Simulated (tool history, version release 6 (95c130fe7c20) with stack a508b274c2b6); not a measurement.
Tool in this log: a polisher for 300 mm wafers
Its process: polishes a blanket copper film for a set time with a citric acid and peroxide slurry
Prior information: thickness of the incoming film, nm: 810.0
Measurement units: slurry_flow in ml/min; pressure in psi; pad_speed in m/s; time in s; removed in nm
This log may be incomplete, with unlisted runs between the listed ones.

| run | day | slurry_flow | pressure | pad_speed | slurry_solids | time | removed |
|---|---|---|---|---|---|---|---|
| 1 | 0 | 265 | 2.3 | 1.08 | 1 | 88 | 172.18 |
| 2 | 0.2 | 265 | 2.5 | 1.08 | 1 | 88 | 189.33 |
| 3 | 0.438 | 265 | 2.6 | 1.08 | 1 | 88 | 193.82 |
| 4 | 0.796 | 265 | 2.7 | 1.08 | 1 | 88 | 203.72 |
| 5 | 0.954 | 265 | 2.8 | 1.08 | 1 | 88 | 214.47 |
|  | 1.267 | head pressure recalibrated |
| 6 | 1.267 | 265 | 2.9 | 1.08 | 1 | 88 | 196.56 |

Run 7 comes next. What will it give?
| 7 | 1.562 | 265 | 3 | 1.1 | 1 | 88 | ? |

Logged for run 7: removed 212.26 nm.
